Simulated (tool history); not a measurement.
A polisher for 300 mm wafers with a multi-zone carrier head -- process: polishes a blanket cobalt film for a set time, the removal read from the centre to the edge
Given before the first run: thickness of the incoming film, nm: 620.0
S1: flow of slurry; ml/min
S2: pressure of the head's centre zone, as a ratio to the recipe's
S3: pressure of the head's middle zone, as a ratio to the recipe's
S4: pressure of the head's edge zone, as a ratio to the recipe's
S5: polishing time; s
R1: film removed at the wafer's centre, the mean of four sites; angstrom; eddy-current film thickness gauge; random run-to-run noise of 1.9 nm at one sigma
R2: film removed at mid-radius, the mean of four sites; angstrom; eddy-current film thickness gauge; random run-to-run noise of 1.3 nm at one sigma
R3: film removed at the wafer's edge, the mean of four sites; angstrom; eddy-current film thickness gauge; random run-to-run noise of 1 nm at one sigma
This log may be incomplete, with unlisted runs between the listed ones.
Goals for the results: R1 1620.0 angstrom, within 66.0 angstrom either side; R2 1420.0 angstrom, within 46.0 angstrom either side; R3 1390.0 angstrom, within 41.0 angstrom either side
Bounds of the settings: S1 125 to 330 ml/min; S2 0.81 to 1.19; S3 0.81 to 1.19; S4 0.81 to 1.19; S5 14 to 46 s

run    day   S1    S2    S3    S4  S5      R1      R2      R3
  1  0.000  210  1.00  1.00  1.00  30  1897.1  1930.2  1903.4
  2  0.158  210  1.00  1.00  1.00  33  2127.7  2125.2  2088.6
  3  0.467  210  1.00  1.00  1.00  37  2326.2  2346.6  2355.9
  4  0.679  210  1.01  0.98  0.97  34  2185.0  2111.3  2129.1
  5  0.833  210  0.95  0.98  0.97  34  2071.1  2138.6  2115.2
  6  0.892  210  0.97  0.97  0.94  32  2005.6  1983.7  1984.6
  7  1.104  210  0.99  0.97  0.92  30  1904.0  1888.4  1837.8
  8  1.342  205  1.01  0.96  0.90  28  1815.1  1724.2  1699.3

Of the 5 settings listed for the next run, only one would bring every result within its allowed miss of target. Which one?
  A  1.579  225  1.16  1.16  0.85  21   ?   ?   ?
  B  1.579  205  1.05  0.92  0.82  24   ?   ?   ?
  C  1.579  180  0.93  0.87  0.96  26   ?   ?   ?
  D  1.579  205  0.82  0.97  1.06  33   ?   ?   ?
  E  1.579  140  0.93  0.95  0.88  27   ?   ?   ?

move      R1      R2      R3
   A  1639.9  1528.7  1239.3
   B  1667.5  1417.1  1384.6
   C  1560.8  1435.7  1587.9
   D  1787.6  2038.5  2145.0
   E  1531.9  1525.1  1525.5
A: the result that was furthest off in the last run now lies on the other side of its target
B: every result lands within tolerance
C: closes in on the targets versus the last run, not all within tolerance yet
D: its largest miss is bigger than the last run's
E: closes in on the targets versus the last run, not all within tolerance yet
Move B is the one to make.
